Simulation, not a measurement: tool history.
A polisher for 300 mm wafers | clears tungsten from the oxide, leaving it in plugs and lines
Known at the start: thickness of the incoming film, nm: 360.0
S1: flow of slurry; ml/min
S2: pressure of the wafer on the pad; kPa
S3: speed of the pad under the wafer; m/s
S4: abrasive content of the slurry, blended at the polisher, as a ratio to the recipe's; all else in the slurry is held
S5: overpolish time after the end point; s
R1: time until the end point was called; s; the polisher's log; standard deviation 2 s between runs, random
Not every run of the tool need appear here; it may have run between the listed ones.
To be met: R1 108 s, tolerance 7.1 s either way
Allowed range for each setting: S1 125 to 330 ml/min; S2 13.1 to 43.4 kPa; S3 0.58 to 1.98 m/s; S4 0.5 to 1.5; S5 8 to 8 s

{"run": 1, "hour": 0.0, "S1": 210, "S2": 28.3, "S3": 1.28, "S4": 1, "S5": 8, "R1": 56.514}
{"run": 2, "hour": 1.6, "S1": 210, "S2": 24.8, "S3": 1.24, "S4": 1, "S5": 8, "R1": 60.704}
{"run": 3, "hour": 3.6, "S1": 210, "S2": 24.8, "S3": 1.24, "S4": 1, "S5": 8, "R1": 62.226}
{"run": 4, "hour": 10.5, "S1": 160, "S2": 24.8, "S3": 1.24, "S4": 1, "S5": 8, "R1": 64.97}
{"run": 5, "hour": 19.1, "S1": 160, "S2": 22.1, "S3": 1.16, "S4": 1, "S5": 8, "R1": 74.196}
{"run": 6, "hour": 22.4, "S1": 125, "S2": 22.1, "S3": 1.16, "S4": 1, "S5": 8, "R1": 77.89}
{"run": 7, "hour": 23.4, "S1": 125, "S2": 20, "S3": 1.12, "S4": 1, "S5": 8, "R1": 86.667}
{"run": 8, "hour": 27.4, "S1": 125, "S2": 18.6, "S3": 1.1, "S4": 1, "S5": 8, "R1": 88.722}
{"run": 9, "hour": 30.8, "S1": 125, "S2": 17.2, "S3": 1.08, "S4": 1, "S5": 8, "R1": 92.181}
{"run": 10, "hour": 34.6, "S1": 125, "S2": 16.5, "S3": 1.06, "S4": 1, "S5": 8, "R1": 98.736}
{"run": 11, "hour": 36.4, "S1": 125, "S2": 15.9, "S3": 1.06, "S4": 1, "S5": 8, "R1": 98.808}

Pick the move, out of 4, that brings all results within their allowed miss; only one does.
{"run": "A", "hour": 38.2, "S1": 140, "S2": 13.1, "S3": 0.9, "S4": 0.95, "S5": 8, "R1": "?"}
{"run": "B", "hour": 38.2, "S1": 125, "S2": 15.9, "S3": 0.98, "S4": 0.95, "S5": 8, "R1": "?"}
{"run": "C", "hour": 38.2, "S1": 125, "S2": 13.1, "S3": 0.94, "S4": 0.85, "S5": 8, "R1": "?"}
{"run": "D", "hour": 38.2, "S1": 125, "S2": 15.9, "S3": 0.9, "S4": 0.8, "S5": 8, "R1": "?"}

move=A R1=124.17
move=B R1=107.84
move=C R1=124.75
move=D R1=119.94
A: carries the result that was furthest off beyond its target, to the other side
B: in spec on every target
C: carries the result that was furthest off beyond its target, to the other side
D: carries the result that was furthest off beyond its target, to the other side
Answer: B
